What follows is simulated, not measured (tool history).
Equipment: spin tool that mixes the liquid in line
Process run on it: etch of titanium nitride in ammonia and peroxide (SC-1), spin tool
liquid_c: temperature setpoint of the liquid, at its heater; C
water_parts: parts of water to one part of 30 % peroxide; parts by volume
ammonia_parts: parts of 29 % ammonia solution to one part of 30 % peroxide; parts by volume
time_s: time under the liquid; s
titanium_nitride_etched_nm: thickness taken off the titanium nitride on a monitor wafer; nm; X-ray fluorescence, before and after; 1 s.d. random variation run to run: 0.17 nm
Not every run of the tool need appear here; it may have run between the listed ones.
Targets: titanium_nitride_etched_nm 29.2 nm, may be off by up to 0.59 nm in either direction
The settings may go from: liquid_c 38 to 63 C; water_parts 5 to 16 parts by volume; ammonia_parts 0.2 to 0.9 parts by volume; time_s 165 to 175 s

run	hour	liquid_c	water_parts	ammonia_parts	time_s	titanium_nitride_etched_nm
1	0	47	9	0.5	165	11.336
2	5.1	51.5	9	0.5	165	15.582
3	13.3	54.5	9	0.5	165	19.046
4	18.3	54.5	9	0.6	165	19.548
5	24.8	57	9	0.6	165	23.112
6	27.8	58	9	0.6	165	24.818
7	33.6	59	9	0.6	165	26.693
8	42	59.5	9	0.6	165	27.346
9	43.1	60	9	0.6	165	28.553

Which one of the following 5 next-run settings gets every result inside its allowed miss? There is exactly one.
A	44.2	60	9.5	0.6	165	?
B	44.2	58.5	8.5	0.65	170	?
C	44.2	61.5	9.5	0.45	175	?
D	44.2	60	7	0.35	165	?
E	44.2	58	7.5	0.7	165	?

move	titanium_nitride_etched_nm
A	27.566
B	27.587
C	30.69
D	29.359
E	27.887
A: its largest miss is bigger than the last run's
B: its largest miss is bigger than the last run's
C: the result that was furthest off in the last run now lies on the other side of its target
D: each result inside its tolerance
E: its largest miss is bigger than the last run's
The right move is D.
